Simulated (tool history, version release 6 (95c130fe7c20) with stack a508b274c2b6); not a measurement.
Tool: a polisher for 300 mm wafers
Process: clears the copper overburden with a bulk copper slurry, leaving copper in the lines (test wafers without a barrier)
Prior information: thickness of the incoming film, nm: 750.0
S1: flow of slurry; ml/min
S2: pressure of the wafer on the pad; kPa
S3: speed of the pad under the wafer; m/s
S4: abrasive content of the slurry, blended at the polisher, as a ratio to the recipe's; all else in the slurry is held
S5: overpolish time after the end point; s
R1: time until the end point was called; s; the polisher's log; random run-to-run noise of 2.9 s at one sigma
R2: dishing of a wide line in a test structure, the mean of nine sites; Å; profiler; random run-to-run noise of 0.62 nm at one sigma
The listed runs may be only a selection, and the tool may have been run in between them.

run	hour	S1	S2	S3	S4	S5	R1	R2
1	0	225	18.6	1.16	1	10	94.951	516.91
2	8	275	18.6	1.16	1	10	92.375	529.23
3	14.3	250	18.6	1.16	1	10	94.758	519.75
4	15.4	290	18.6	1.16	1	10	93.962	515.81
5	18.2	290	18.6	1.16	1	6	93.768	355
6	23.6	320	18.6	1.16	1	6	91.838	353.1
7	29.2	315	15.2	1.06	1	8	120.03	359.51
8	30.5	315	13.1	0.98	1	9	143.43	318.64

What will run 9 give?
9	33	300	9	0.82	0.95	14	?	?

Run 9 gave R1 231.27 s, R2 320.8 Å.
